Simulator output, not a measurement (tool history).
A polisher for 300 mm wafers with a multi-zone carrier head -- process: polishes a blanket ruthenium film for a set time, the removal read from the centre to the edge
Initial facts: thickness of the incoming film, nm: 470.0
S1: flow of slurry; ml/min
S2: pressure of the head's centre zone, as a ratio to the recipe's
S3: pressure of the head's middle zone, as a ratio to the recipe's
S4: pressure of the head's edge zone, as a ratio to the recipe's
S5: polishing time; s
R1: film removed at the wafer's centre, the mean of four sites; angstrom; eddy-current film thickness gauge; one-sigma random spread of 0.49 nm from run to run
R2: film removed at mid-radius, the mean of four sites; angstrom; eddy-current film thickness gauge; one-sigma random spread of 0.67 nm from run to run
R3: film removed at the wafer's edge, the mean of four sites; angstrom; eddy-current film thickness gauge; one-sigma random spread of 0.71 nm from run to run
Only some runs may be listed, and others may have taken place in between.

run,hour,S1,S2,S3,S4,S5,R1,R2,R3
1,0.0,300,1.00,1.00,1.00,61,935.66,935.47,943.84
2,8.3,300,1.00,1.00,1.00,70,1095.80,1064.80,1086.70
3,11.4,300,1.00,1.00,0.92,70,1078.60,1066.10,1043.50
4,16.6,300,1.00,1.07,0.92,70,1069.70,1122.90,1052.80
5,19.3,300,1.00,1.01,0.92,70,1092.20,1068.40,1048.90
6,19.9,300,1.09,1.01,0.92,70,1163.30,1037.90,1037.00

For run 7, what comes out?
7,23.9,290,1.07,0.97,0.90,59,?,?,?

R1: 980.70 angstrom
R2: 880.91 angstrom
R3: 882.15 angstrom
